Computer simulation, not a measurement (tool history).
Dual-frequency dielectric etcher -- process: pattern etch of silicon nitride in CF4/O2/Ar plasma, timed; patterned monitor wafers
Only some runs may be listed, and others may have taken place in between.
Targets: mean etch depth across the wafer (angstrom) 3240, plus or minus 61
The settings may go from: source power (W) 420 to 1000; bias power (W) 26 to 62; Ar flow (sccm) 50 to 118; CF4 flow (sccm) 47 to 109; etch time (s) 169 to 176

| run | hour | source power (W) | bias power (W) | Ar flow (sccm) | CF4 flow (sccm) | etch time (s) | mean etch depth across the wafer (angstrom) |
|---|---|---|---|---|---|---|---|
| 1 | 0 | 710 | 44 | 84 | 78 | 169 | 3952.7 |
| 2 | 2 | 710 | 44 | 84 | 68 | 169 | 3857.6 |
| 3 | 3.3 | 670 | 44 | 84 | 68 | 169 | 3669.4 |
| 4 | 8.1 | 670 | 44 | 84 | 68 | 176 | 3818.8 |
| 5 | 12.9 | 670 | 44 | 77 | 68 | 176 | 3880.3 |
| 6 | 18.2 | 630 | 44 | 77 | 68 | 176 | 3635.5 |
| 7 | 23.8 | 610 | 44 | 77 | 68 | 176 | 3543.3 |
| 8 | 30.6 | 590 | 44 | 77 | 68 | 176 | 3448.7 |
| 9 | 32.5 | 580 | 44 | 77 | 68 | 176 | 3383.6 |
| 10 | 41.4 | 570 | 44 | 77 | 68 | 176 | 3333.8 |

5 next moves are on the table. One of them brings every result within its allowed miss. Which?
| A | 50.3 | 590 | 41 | 69 | 79 | 169.5 | ? |
| B | 50.3 | 570 | 47 | 80 | 70 | 169 | ? |
| C | 50.3 | 610 | 43 | 76 | 62 | 174.5 | ? |
| D | 50.3 | 610 | 38 | 65 | 79 | 169 | ? |
| E | 50.3 | 590 | 46 | 71 | 69 | 169 | ? |

| move | mean etch depth across the wafer (angstrom) |
|---|---|
| A | 3378.3 |
| B | 3254.5 |
| C | 3464.6 |
| D | 3441.7 |
| E | 3399.9 |
A: moves away from the targets compared with the last run
B: all results land within tolerance of their targets
C: moves away from the targets compared with the last run
D: moves away from the targets compared with the last run
E: moves away from the targets compared with the last run
The right move is B.

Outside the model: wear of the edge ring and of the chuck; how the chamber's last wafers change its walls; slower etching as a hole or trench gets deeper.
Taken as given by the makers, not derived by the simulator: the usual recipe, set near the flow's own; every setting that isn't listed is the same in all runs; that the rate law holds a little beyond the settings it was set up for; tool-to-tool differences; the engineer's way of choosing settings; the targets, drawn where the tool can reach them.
